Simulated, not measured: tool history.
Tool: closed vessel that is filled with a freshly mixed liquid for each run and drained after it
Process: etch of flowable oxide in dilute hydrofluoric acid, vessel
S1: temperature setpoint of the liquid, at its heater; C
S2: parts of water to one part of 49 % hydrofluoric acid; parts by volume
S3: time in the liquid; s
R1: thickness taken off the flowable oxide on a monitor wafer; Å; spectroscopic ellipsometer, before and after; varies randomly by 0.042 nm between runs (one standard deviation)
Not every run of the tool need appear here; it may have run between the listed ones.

| run | day | S1 | S2 | S3 | R1 |
|---|---|---|---|---|---|
| 1 | 0 | 24 | 140 | 30 | 78.01 |
| 2 | 0.262 | 21 | 140 | 30 | 69.793 |
| 3 | 0.371 | 20 | 150 | 30 | 61.903 |
| 4 | 0.621 | 23 | 150 | 30 | 70.335 |
| 5 | 0.862 | 23 | 150 | 30 | 69.41 |
| 6 | 0.883 | 21.5 | 155 | 30 | 62.994 |
| 7 | 0.967 | 20.5 | 160 | 30 | 58.856 |

Run 8 comes next. What will it give?
| 8 | 1.104 | 20 | 165 | 30 | ? |

R1: 54.932 Å
